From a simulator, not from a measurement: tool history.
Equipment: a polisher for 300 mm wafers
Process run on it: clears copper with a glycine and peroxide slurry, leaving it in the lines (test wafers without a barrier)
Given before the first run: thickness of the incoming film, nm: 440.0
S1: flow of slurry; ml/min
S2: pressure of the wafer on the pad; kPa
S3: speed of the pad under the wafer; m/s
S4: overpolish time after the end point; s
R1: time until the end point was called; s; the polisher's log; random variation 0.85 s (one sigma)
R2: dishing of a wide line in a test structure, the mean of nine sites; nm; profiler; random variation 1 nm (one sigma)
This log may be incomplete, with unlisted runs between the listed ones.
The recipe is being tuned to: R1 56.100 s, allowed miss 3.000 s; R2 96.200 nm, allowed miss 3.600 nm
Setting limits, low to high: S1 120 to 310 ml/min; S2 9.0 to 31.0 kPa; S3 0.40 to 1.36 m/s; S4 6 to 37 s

run,hour,S1,S2,S3,S4,R1,R2
1,0.0,200,20.0,0.88,19,74.196,64.344
2,5.7,200,22.1,0.88,21,68.914,73.776
3,13.1,225,22.1,0.88,21,67.300,74.480
4,15.4,225,17.2,0.88,21,80.921,65.251
5,21.8,225,20.0,0.88,22,73.763,73.270
6,25.4,240,20.0,0.88,22,70.075,72.729
7,26.9,240,21.4,0.88,23,67.977,77.315
8,34.7,240,22.8,0.88,24,65.032,82.249
9,39.1,240,24.1,0.88,25,62.227,85.303
10,45.9,240,24.8,0.88,26,59.936,87.903
11,51.8,240,25.5,0.88,27,59.430,92.573

Which of these 4 next moves meets every target?
A,57.7,180,23.4,0.94,29,?,?
B,57.7,230,25.5,0.94,28,?,?
C,57.7,250,29.0,0.72,23,?,?
D,57.7,260,25.5,0.96,22,?,?

move,R1,R2
A,61.322,93.565
B,55.885,96.593
C,62.473,84.239
D,54.343,86.894
A: moves away from the targets compared with the last run
B: hits every target within its allowed miss
C: moves away from the targets compared with the last run
D: puts the biggest miss on target and leaves a different result outside tolerance
Correct choice: B, which meets every target
